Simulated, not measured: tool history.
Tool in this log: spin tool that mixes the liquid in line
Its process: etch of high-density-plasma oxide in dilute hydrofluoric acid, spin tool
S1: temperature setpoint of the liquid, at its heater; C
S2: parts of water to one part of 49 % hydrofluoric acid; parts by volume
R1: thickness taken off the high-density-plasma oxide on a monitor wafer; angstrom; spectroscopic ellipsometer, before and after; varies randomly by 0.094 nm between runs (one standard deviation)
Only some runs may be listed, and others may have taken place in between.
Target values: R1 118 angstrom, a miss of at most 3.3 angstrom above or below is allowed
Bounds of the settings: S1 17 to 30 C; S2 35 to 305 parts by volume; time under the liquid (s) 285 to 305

{"run": 1, "day": 0.0, "S1": 22, "S2": 170, "time under the liquid (s)": 285, "R1": 164.71}
{"run": 2, "day": 0.146, "S1": 22, "S2": 120, "time under the liquid (s)": 285, "R1": 249.73}
{"run": 3, "day": 0.462, "S1": 20.5, "S2": 140, "time under the liquid (s)": 285, "R1": 196.74}
{"run": 4, "day": 0.688, "S1": 20.5, "S2": 140, "time under the liquid (s)": 305, "R1": 204.9}
{"run": 5, "day": 0.975, "S1": 20.5, "S2": 140, "time under the liquid (s)": 305, "R1": 206.62}
{"run": 6, "day": 1.204, "S1": 20.5, "S2": 115, "time under the liquid (s)": 305, "R1": 263}
{"run": 7, "day": 1.267, "S1": 19.5, "S2": 135, "time under the liquid (s)": 305, "R1": 207.13}
{"run": 8, "day": 1.388, "S1": 19, "S2": 150, "time under the liquid (s)": 305, "R1": 178.9}

Exactly one of the 5 candidate moves below puts every result within its allowed miss. Which one?
{"run": "A", "day": 1.508, "S1": 18.5, "S2": 225, "time under the liquid (s)": 285, "R1": "?"}
{"run": "B", "day": 1.508, "S1": 19.5, "S2": 85, "time under the liquid (s)": 305, "R1": "?"}
{"run": "C", "day": 1.508, "S1": 19, "S2": 115, "time under the liquid (s)": 305, "R1": "?"}
{"run": "D", "day": 1.508, "S1": 17, "S2": 190, "time under the liquid (s)": 285, "R1": "?"}
{"run": "E", "day": 1.508, "S1": 19.5, "S2": 125, "time under the liquid (s)": 305, "R1": "?"}

move=A R1=102.78
move=B R1=349.39
move=C R1=244.77
move=D R1=118.5
move=E R1=227.4
A: takes the biggest miss from the last run beyond its target
B: the biggest miss grows against the last run
C: the biggest miss grows against the last run
D: all results in spec
E: the biggest miss grows against the last run
So the answer is move D, the one that meets all the targets.
